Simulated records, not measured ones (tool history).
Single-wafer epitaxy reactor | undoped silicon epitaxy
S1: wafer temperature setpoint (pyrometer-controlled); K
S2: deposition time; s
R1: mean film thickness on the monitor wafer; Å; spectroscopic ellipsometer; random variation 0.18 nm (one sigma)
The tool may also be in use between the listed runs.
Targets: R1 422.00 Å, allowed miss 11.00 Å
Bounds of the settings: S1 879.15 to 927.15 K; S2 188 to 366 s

run  hour      S1   S2      R1
  1   0.0  903.15  277  298.56
  2   7.7  903.15  257  276.89
  3   9.9  907.15  258  309.79
  4  11.4  910.15  258  332.87
  5  19.3  912.15  258  350.81
  6  22.4  914.15  258  370.03
  7  28.1  915.15  258  379.51
  8  36.1  916.15  258  389.48

5 next moves are on the table. One of them brings every result within its allowed miss. Which?
  A  44.1  920.15  214   ?
  B  44.1  914.15  251   ?
  C  44.1  921.15  220   ?
  D  44.1  912.15  280   ?
  E  44.1  920.15  255   ?

move      R1
   A  358.23
   B  361.52
   C  377.54
   D  383.38
   E  426.87
A: further off than the last run
B: further off than the last run
C: further off than the last run
D: further off than the last run
E: meets every target
Answer: E

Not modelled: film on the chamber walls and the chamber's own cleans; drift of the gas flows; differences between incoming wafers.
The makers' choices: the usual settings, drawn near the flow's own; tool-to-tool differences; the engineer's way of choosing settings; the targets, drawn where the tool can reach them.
